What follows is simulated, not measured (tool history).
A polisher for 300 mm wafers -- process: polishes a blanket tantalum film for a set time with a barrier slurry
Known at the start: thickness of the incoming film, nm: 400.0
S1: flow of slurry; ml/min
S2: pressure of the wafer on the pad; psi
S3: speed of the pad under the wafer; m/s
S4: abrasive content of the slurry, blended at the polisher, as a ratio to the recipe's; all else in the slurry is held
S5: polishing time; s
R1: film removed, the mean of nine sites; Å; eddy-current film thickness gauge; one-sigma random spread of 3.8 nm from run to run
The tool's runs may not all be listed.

Run 1, hour 0: S1 160 ml/min, S2 2.1 psi, S3 1.1 m/s, S4 1, S5 86 s. Result: R1 1717.1 Å.
Run 2, hour 2.2: S1 160 ml/min, S2 2.1 psi, S3 1.1 m/s, S4 0.95, S5 86 s. Result: R1 1736 Å.
Run 3, hour 3.2: S1 160 ml/min, S2 2.1 psi, S3 1.1 m/s, S4 0.85, S5 86 s. Result: R1 1605.5 Å.
Run 4, hour 11.1: S1 160 ml/min, S2 2.3 psi, S3 1.1 m/s, S4 0.85, S5 86 s. Result: R1 1800.3 Å.
Run 5, hour 15.1: S1 160 ml/min, S2 2.4 psi, S3 1.1 m/s, S4 0.85, S5 86 s. Result: R1 1789.2 Å.
Run 6, hour 18.1: S1 160 ml/min, S2 2.9 psi, S3 1.1 m/s, S4 0.85, S5 86 s. Result: R1 2275.6 Å.
At hour 18.7: slurry nozzle cleaned.
Run 7, hour 18.7: S1 160 ml/min, S2 2.9 psi, S3 1.12 m/s, S4 0.85, S5 86 s. Result: R1 2389.4 Å.

Forecast run 8:
Run 8, hour 21.6: S1 165 ml/min, S2 3.1 psi, S3 1.14 m/s, S4 0.85, S5 86 s. Result: R1 ?.

R1: 2641.8 Å

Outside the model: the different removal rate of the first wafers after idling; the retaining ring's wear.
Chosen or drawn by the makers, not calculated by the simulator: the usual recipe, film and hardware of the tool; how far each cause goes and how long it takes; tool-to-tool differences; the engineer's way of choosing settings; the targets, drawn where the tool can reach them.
